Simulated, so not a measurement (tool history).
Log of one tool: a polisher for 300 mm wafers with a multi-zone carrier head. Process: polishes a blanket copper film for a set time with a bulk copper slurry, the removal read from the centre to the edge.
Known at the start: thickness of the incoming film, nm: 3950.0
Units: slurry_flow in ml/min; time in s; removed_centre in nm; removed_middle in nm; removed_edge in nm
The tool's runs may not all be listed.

run	day	slurry_flow	centre_zone	middle_zone	edge_zone	slurry_solids	time	removed_centre	removed_middle	removed_edge
1	0.000	220	1.00	1.00	1.00	1.00	44	415.38	384.58	382.69
2	0.367	220	1.00	1.00	1.00	1.00	37	355.10	324.86	331.06
3	0.450	220	1.00	1.00	1.07	1.00	37	353.61	321.31	338.31
4	0.554	220	1.00	1.00	1.07	0.85	37	330.88	312.25	331.73
5	0.621	220	1.00	1.00	1.07	0.85	28	254.07	235.54	247.81
6	0.846	220	0.99	1.00	1.09	0.90	28	254.75	238.41	255.21
7	1.162	220	0.98	1.00	1.10	0.95	28	255.46	240.68	256.66
8	1.525	220	0.97	0.99	1.11	1.00	29	267.13	249.83	273.40
9	1.808	220	0.96	0.99	1.12	1.00	29	263.67	249.70	270.22
10	1.992	220	0.95	0.98	1.13	1.05	29	262.14	253.51	282.03

The next listed run, before its measurement:
11	2.300	225	0.95	0.98	1.14	1.05	29	?	?	?

removed_centre: 261.55 nm
removed_middle: 252.15 nm
removed_edge: 278.61 nm

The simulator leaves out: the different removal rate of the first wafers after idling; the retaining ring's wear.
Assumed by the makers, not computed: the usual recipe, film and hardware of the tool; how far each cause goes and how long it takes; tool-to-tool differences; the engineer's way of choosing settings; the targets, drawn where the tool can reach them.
